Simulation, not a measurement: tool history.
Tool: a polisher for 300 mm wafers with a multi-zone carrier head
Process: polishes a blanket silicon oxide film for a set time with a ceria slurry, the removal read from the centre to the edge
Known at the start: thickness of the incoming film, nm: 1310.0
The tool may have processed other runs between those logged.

run,hour,flow of slurry (ml/min),pressure of the head's centre zone,pressure of the head's middle zone,pressure of the head's edge zone,polishing time (s),film removed at the wafer's centre (nm),film removed at mid-radius (nm),film removed at the wafer's edge (nm)
1,0.0,265,1.00,1.00,1.00,50,296.62,292.14,292.70
2,3.9,220,1.00,1.00,1.00,50,296.50,286.37,284.01
3,11.9,220,1.00,1.00,1.05,50,291.73,285.34,290.56
4,14.4,220,1.00,0.94,1.05,50,296.67,272.62,294.46
5,18.9,255,1.00,0.94,1.05,50,296.84,274.29,293.75
6,26.5,320,1.00,0.94,1.05,50,302.90,282.57,300.23
7,29.2,325,1.01,0.97,1.06,51,309.62,293.85,306.46

Estimate the outcome of run 8 from the log above:
8,35.9,330,1.02,0.99,1.07,52,?,?,?

{"run 8": {"film removed at the wafer's centre (nm)": 318.8, "film removed at mid-radius (nm)": 301.29, "film removed at the wafer's edge (nm)": 315.54}}
